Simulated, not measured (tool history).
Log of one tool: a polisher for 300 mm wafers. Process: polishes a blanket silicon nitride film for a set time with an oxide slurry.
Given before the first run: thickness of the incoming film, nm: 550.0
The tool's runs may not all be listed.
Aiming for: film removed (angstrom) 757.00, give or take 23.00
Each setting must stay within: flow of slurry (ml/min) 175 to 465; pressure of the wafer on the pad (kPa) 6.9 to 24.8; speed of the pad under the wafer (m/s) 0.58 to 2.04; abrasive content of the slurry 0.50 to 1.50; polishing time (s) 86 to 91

run,day,flow of slurry (ml/min),pressure of the wafer on the pad (kPa),speed of the pad under the wafer (m/s),abrasive content of the slurry,polishing time (s),film removed (angstrom)
1,0.000,295,15.9,1.30,1.00,86,511.04
2,0.292,295,15.9,1.30,0.90,86,484.41
3,0.358,295,15.9,1.30,1.00,86,514.98
4,0.558,295,16.5,1.30,1.00,86,531.76
5,0.588,295,16.5,1.30,0.85,86,475.95
6,0.746,295,17.9,1.30,0.85,86,519.12
7,0.783,295,19.3,1.30,0.85,86,558.33
8,0.921,295,20.0,1.30,0.85,86,573.98
9,1.021,295,20.7,1.30,0.85,86,586.75
10,1.046,295,21.4,1.32,0.85,86,633.46
11,1.412,295,22.1,1.32,0.85,86,643.87
12,1.675,295,22.8,1.32,0.85,86,670.70
13,1.821,295,23.4,1.32,0.85,86,686.95
14,2.079,300,24.1,1.34,0.85,86,703.32
15,2.250,300,24.1,1.36,0.85,86,721.57

Which one of the following 4 next-run settings gets every result inside its allowed miss? There is exactly one.
A,2.421,340,24.8,1.36,0.70,91,?
B,2.421,265,22.8,1.48,0.75,89,?
C,2.421,300,22.8,1.34,1.05,86,?
D,2.421,265,24.1,1.42,0.75,87,?

move,film removed (angstrom)
A,684.59
B,680.97
C,762.66
D,682.19
A: its largest miss is bigger than the last run's
B: its largest miss is bigger than the last run's
C: in spec on every target
D: its largest miss is bigger than the last run's
Go with C: it meets all targets.

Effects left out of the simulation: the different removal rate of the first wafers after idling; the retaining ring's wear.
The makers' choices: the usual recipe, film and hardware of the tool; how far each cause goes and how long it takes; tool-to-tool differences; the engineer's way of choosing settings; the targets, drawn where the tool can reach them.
